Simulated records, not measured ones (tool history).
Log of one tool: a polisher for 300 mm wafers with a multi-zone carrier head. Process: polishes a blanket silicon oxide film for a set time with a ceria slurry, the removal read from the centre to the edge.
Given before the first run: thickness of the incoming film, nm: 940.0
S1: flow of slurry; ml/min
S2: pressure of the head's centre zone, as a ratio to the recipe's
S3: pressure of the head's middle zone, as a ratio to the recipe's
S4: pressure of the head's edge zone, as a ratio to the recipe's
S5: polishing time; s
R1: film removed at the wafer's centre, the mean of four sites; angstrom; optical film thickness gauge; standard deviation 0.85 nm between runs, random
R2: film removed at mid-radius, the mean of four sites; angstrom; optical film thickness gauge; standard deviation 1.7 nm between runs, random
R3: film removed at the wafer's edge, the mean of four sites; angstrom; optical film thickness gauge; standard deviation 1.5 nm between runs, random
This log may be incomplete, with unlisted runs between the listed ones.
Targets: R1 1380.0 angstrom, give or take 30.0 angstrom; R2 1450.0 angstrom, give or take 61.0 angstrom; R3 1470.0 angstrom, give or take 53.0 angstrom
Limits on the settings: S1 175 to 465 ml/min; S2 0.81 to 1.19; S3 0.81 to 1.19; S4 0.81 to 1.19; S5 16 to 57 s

{"run": 1, "hour": 0.0, "S1": 295, "S2": 1.0, "S3": 1.0, "S4": 1.0, "S5": 36, "R1": 2384.5, "R2": 2309.9, "R3": 2435.3}
{"run": 2, "hour": 3.1, "S1": 290, "S2": 0.96, "S3": 0.99, "S4": 0.95, "S5": 31, "R1": 1961.8, "R2": 2037.8, "R3": 2052.4}
{"run": 3, "hour": 12.1, "S1": 285, "S2": 0.94, "S3": 0.95, "S4": 0.92, "S5": 28, "R1": 1772.5, "R2": 1752.4, "R3": 1830.6}
{"run": 4, "hour": 13.8, "S1": 285, "S2": 0.94, "S3": 1.01, "S4": 0.92, "S5": 28, "R1": 1776.1, "R2": 1802.3, "R3": 1824.3}
{"run": 5, "hour": 16.3, "S1": 275, "S2": 0.91, "S3": 0.99, "S4": 0.89, "S5": 26, "R1": 1570.1, "R2": 1715.6, "R3": 1701.5}
{"run": 6, "hour": 19.3, "S1": 275, "S2": 0.91, "S3": 0.97, "S4": 0.87, "S5": 25, "R1": 1524.6, "R2": 1605.3, "R3": 1581.6}
{"run": 7, "hour": 21.4, "S1": 260, "S2": 0.9, "S3": 0.94, "S4": 0.86, "S5": 25, "R1": 1508.9, "R2": 1550.6, "R3": 1605.1}
{"hour": 27.3, "done": "slurry nozzle cleaned"}
{"run": 8, "hour": 27.3, "S1": 265, "S2": 0.89, "S3": 0.94, "S4": 0.85, "S5": 24, "R1": 1532.4, "R2": 1540.5, "R3": 1601.8}
{"run": 9, "hour": 30.2, "S1": 250, "S2": 0.88, "S3": 0.95, "S4": 0.84, "S5": 23, "R1": 1441.9, "R2": 1516.0, "R3": 1503.0}

Next run, 4 choices. One meets every target within its allowed miss, the rest don't. Which?
{"run": "A", "hour": 33.1, "S1": 250, "S2": 0.89, "S3": 1.05, "S4": 0.81, "S5": 23, "R1": "?", "R2": "?", "R3": "?"}
{"run": "B", "hour": 33.1, "S1": 350, "S2": 0.89, "S3": 0.98, "S4": 0.95, "S5": 21, "R1": "?", "R2": "?", "R3": "?"}
{"run": "C", "hour": 33.1, "S1": 210, "S2": 1.02, "S3": 1.19, "S4": 0.81, "S5": 21, "R1": "?", "R2": "?", "R3": "?"}
{"run": "D", "hour": 33.1, "S1": 230, "S2": 0.95, "S3": 1.03, "S4": 0.81, "S5": 21, "R1": "?", "R2": "?", "R3": "?"}

move=A R1=1451.8 R2=1674.1 R3=1466.3
move=B R1=1370.6 R2=1491.6 R3=1441.5
move=C R1=1427.6 R2=1658.7 R3=1317.1
move=D R1=1372.5 R2=1491.4 R3=1330.1
A: the biggest miss grows against the last run
B: all results land within tolerance of their targets
C: the biggest miss grows against the last run
D: corrects the largest miss of the last run, while another result sits out of spec
Correct choice: B, which meets every target
